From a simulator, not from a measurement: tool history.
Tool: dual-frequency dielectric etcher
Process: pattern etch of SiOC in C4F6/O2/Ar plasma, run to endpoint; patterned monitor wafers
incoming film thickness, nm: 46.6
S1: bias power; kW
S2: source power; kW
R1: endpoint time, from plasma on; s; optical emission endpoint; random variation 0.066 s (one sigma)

run,hour,S1,S2,R1
1,0.0,0.553,0.250,16.770
2,8.7,0.535,0.250,16.908
3,17.1,0.517,0.250,17.037
4,17.9,0.517,0.280,16.302
5,22.1,0.439,0.280,17.012
6,29.6,0.426,0.280,17.076
7,37.7,0.415,0.280,17.192
8,46.4,0.405,0.280,17.277
9,54.5,0.396,0.280,17.386
10,62.6,0.388,0.280,17.480
11,65.6,0.381,0.280,17.522
12,68.7,0.375,0.280,17.459
13,69.8,0.369,0.280,17.676
14,74.9,0.364,0.280,17.730
15,82.5,0.360,0.280,17.775

Forecast run 16:
16,86.8,0.356,0.280,?

{"run 16": {"R1": 17.811}}
